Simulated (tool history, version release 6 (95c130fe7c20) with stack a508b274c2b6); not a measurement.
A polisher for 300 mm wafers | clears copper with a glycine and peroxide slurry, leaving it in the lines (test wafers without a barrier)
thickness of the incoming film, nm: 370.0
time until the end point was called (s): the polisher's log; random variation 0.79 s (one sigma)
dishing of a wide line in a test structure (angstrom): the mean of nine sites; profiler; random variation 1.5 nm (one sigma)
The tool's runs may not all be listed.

run	hour	flow of slurry (ml/min)	pressure of the wafer on the pad (psi)	speed of the pad under the wafer (cm/s)	overpolish time after the end point (s)	time until the end point was called (s)	dishing of a wide line in a test structure (angstrom)
1	0	205	2.6	80	20	89.512	515.36
2	1.7	205	2.6	98	20	75.055	571.36
3	3.1	205	2.6	98	23	75.072	614.8
4	6.7	160	2.6	98	23	77.74	619.49
5	12.2	160	2.6	98	24	78.844	627.4
6	16.6	165	2.6	98	25	78.188	663.58
7	19.1	175	2.7	98	27	73.889	682.45
8	27.5	175	2.7	98	28	74.867	711.09
9	33.2	175	2.7	98	29	76.227	702.67

Forecast run 10:
10	34.1	175	2.7	98	30	?	?

time until the end point was called (s): 75.314
dishing of a wide line in a test structure (angstrom): 719.88
